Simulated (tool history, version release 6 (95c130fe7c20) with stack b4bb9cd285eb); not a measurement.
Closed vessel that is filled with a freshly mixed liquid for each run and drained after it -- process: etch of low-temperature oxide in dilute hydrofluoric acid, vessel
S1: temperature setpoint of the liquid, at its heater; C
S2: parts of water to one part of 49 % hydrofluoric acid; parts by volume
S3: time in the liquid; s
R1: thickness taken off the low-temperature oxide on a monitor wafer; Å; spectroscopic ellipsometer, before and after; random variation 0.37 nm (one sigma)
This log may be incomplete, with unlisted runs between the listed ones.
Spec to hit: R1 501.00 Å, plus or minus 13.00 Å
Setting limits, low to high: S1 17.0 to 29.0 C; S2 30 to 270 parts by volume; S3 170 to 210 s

run,day,S1,S2,S3,R1
1,0.000,21.0,150,210,225.22
2,0.142,21.0,150,170,184.10
3,0.442,23.0,125,170,246.51
4,0.833,23.0,125,170,243.26
5,0.938,23.0,150,170,201.12
6,1.133,23.0,105,170,301.84
7,1.233,24.5,95,170,355.85
8,1.292,28.5,75,170,540.74
9,1.408,28.0,75,170,532.84

Next run, 4 choices. One meets every target within its allowed miss, the rest don't. Which?
A,1.525,28.5,90,195,?
B,1.525,27.5,95,195,?
C,1.525,25.0,75,170,?
D,1.525,27.0,90,195,?

move,R1
A,506.03
B,458.28
C,471.87
D,477.84
A: every result lands within tolerance
B: carries the result that was furthest off beyond its target, to the other side
C: carries the result that was furthest off beyond its target, to the other side
D: carries the result that was furthest off beyond its target, to the other side
Answer: A
